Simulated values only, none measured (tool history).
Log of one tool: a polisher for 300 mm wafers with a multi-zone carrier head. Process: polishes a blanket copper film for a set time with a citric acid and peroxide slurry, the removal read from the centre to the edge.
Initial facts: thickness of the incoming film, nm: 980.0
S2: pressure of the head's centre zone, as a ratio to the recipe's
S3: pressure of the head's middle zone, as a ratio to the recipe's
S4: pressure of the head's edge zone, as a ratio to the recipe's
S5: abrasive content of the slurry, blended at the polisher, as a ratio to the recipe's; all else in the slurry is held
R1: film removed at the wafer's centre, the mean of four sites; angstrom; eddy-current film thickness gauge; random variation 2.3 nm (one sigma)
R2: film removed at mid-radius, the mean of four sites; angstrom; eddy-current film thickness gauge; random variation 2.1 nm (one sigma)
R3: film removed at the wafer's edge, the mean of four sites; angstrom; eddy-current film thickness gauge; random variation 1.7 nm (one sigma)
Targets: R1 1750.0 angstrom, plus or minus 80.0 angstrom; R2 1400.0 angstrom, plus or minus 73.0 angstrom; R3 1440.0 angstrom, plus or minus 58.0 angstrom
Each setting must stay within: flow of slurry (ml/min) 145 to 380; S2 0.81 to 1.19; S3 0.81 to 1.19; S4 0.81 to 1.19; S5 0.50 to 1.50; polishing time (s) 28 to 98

Run 1, day 0.000: flow of slurry (ml/min) 245, S2 1.00, S3 1.00, S4 1.00, S5 1.00, polishing time (s) 63. Result: R1 2059.8 angstrom, R2 1914.6 angstrom, R3 1964.0 angstrom.
Run 2, day 0.088: flow of slurry (ml/min) 245, S2 1.00, S3 1.00, S4 0.93, S5 1.00, polishing time (s) 63. Result: R1 2008.9 angstrom, R2 2028.6 angstrom, R3 1899.6 angstrom.
Run 3, day 0.267: flow of slurry (ml/min) 245, S2 1.03, S3 0.97, S4 0.93, S5 0.90, polishing time (s) 60. Result: R1 1938.5 angstrom, R2 1811.3 angstrom, R3 1808.6 angstrom.
Run 4, day 0.571: flow of slurry (ml/min) 245, S2 1.03, S3 0.97, S4 0.93, S5 1.00, polishing time (s) 60. Result: R1 1988.7 angstrom, R2 1876.4 angstrom, R3 1808.1 angstrom.
Run 5, day 0.904: flow of slurry (ml/min) 245, S2 1.06, S3 0.96, S4 0.92, S5 0.95, polishing time (s) 57. Result: R1 1931.8 angstrom, R2 1657.4 angstrom, R3 1714.7 angstrom.
Run 6, day 0.962: flow of slurry (ml/min) 245, S2 1.06, S3 0.96, S4 0.95, S5 0.95, polishing time (s) 57. Result: R1 1933.1 angstrom, R2 1695.0 angstrom, R3 1734.4 angstrom.
Run 7, day 1.212: flow of slurry (ml/min) 245, S2 1.08, S3 0.96, S4 0.93, S5 0.90, polishing time (s) 55. Result: R1 1872.1 angstrom, R2 1663.0 angstrom, R3 1614.9 angstrom.
Run 8, day 1.379: flow of slurry (ml/min) 245, S2 1.09, S3 0.94, S4 0.92, S5 0.85, polishing time (s) 54. Result: R1 1790.1 angstrom, R2 1551.7 angstrom, R3 1539.3 angstrom.
Run 9, day 1.667: flow of slurry (ml/min) 240, S2 1.10, S3 0.92, S4 0.91, S5 0.85, polishing time (s) 54. Result: R1 1854.1 angstrom, R2 1525.7 angstrom, R3 1573.0 angstrom.
Run 10, day 1.892: flow of slurry (ml/min) 240, S2 1.11, S3 0.91, S4 0.90, S5 0.80, polishing time (s) 54. Result: R1 1839.5 angstrom, R2 1510.5 angstrom, R3 1544.3 angstrom.
Run 11, day 2.046: flow of slurry (ml/min) 240, S2 1.12, S3 0.90, S4 0.90, S5 0.75, polishing time (s) 54. Result: R1 1821.1 angstrom, R2 1447.9 angstrom, R3 1527.1 angstrom.

Below are 5 possible settings for the next run. Only one of them brings all results inside the allowed miss of their targets. Which is it?
Run A, day 2.200: flow of slurry (ml/min) 250, S2 1.11, S3 1.15, S4 0.81, S5 1.10, polishing time (s) 45. Result: R1 ?, R2 ?, R3 ?.
Run B, day 2.200: flow of slurry (ml/min) 235, S2 1.07, S3 0.83, S4 1.01, S5 0.70, polishing time (s) 59. Result: R1 ?, R2 ?, R3 ?.
Run C, day 2.200: flow of slurry (ml/min) 240, S2 1.19, S3 0.88, S4 0.87, S5 0.90, polishing time (s) 51. Result: R1 ?, R2 ?, R3 ?.
Run D, day 2.200: flow of slurry (ml/min) 245, S2 1.09, S3 0.86, S4 0.82, S5 0.85, polishing time (s) 51. Result: R1 ?, R2 ?, R3 ?.
Run E, day 2.200: flow of slurry (ml/min) 215, S2 0.97, S3 0.81, S4 0.97, S5 0.75, polishing time (s) 57. Result: R1 ?, R2 ?, R3 ?.

move      R1      R2      R3
   A  1650.0  1632.0  1321.7
   B  1874.3  1488.8  1703.9
   C  1903.9  1424.1  1470.9
   D  1728.1  1384.6  1423.9
   E  1656.5  1423.7  1636.1
A: takes the result that was furthest off past its target
B: further off than the last run
C: the worst result of the last run now meets its target, but another is out of spec
D: each result inside its tolerance
E: further off than the last run
The right move is D.

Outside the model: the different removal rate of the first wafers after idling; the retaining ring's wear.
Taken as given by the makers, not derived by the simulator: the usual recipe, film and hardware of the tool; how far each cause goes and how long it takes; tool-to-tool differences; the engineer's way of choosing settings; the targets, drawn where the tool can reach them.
